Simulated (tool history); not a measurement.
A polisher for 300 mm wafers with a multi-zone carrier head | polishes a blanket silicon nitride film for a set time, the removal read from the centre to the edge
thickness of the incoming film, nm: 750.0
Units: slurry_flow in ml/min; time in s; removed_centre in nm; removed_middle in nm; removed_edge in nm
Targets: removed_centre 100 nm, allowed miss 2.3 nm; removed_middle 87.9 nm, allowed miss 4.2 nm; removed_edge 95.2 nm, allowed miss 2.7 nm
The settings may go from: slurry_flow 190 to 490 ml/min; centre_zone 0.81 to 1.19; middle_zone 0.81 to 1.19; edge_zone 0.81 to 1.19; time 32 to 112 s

run 1 hour=0 | slurry_flow=315 centre_zone=1 middle_zone=1 edge_zone=1 time=72 | removed_centre=155.7 removed_middle=152.7 removed_edge=149.34
run 2 hour=6.8 | slurry_flow=310 centre_zone=0.99 middle_zone=0.95 edge_zone=0.97 time=64 | removed_centre=138.17 removed_middle=133.08 removed_edge=129.62
run 3 hour=8.8 | slurry_flow=310 centre_zone=0.99 middle_zone=0.95 edge_zone=0.89 time=64 | removed_centre=136.86 removed_middle=134.44 removed_edge=126.28
run 4 hour=11 | slurry_flow=265 centre_zone=0.99 middle_zone=0.95 edge_zone=0.89 time=64 | removed_centre=135.86 removed_middle=126.58 removed_edge=124.91
run 5 hour=12.1 | slurry_flow=245 centre_zone=0.97 middle_zone=0.92 edge_zone=0.88 time=59 | removed_centre=121.25 removed_middle=115.31 removed_edge=112.94
run 6 hour=19 | slurry_flow=245 centre_zone=1 middle_zone=0.92 edge_zone=0.88 time=59 | removed_centre=125.94 removed_middle=119.19 removed_edge=114.28
run 7 hour=22.8 | slurry_flow=270 centre_zone=0.93 middle_zone=0.82 edge_zone=0.86 time=44 | removed_centre=87.301 removed_middle=77.928 removed_edge=85.737
run 8 hour=25.3 | slurry_flow=270 centre_zone=0.95 middle_zone=0.84 edge_zone=0.9 time=44 | removed_centre=88.989 removed_middle=78.753 removed_edge=86.891
run 9 hour=32.4 | slurry_flow=275 centre_zone=0.97 middle_zone=0.86 edge_zone=0.93 time=44 | removed_centre=91.719 removed_middle=82.781 removed_edge=87.933
run 10 hour=38.3 | slurry_flow=280 centre_zone=0.98 middle_zone=0.86 edge_zone=0.96 time=45 | removed_centre=93.637 removed_middle=83.517 removed_edge=89.767

Which of these 4 next moves meets every target?
run A hour=44.2 | slurry_flow=230 centre_zone=0.92 middle_zone=0.93 edge_zone=0.93 time=46 | removed_centre=? removed_middle=? removed_edge=?
run B hour=44.2 | slurry_flow=305 centre_zone=0.96 middle_zone=0.94 edge_zone=0.82 time=48 | removed_centre=? removed_middle=? removed_edge=?
run C hour=44.2 | slurry_flow=260 centre_zone=0.94 middle_zone=0.87 edge_zone=0.98 time=44 | removed_centre=? removed_middle=? removed_edge=?
run D hour=44.2 | slurry_flow=305 centre_zone=1 middle_zone=0.87 edge_zone=0.98 time=46 | removed_centre=? removed_middle=? removed_edge=?

move=A removed_centre=89.694 removed_middle=90.864 removed_edge=88.799
move=B removed_centre=100.08 removed_middle=97.764 removed_edge=89.159
move=C removed_centre=88.594 removed_middle=83.031 removed_edge=87.704
move=D removed_centre=99.894 removed_middle=87.823 removed_edge=92.528
A: further off than the last run
B: brings the result that was furthest off to its target, and leaves another outside
C: further off than the last run
D: meets every target
Answer: D
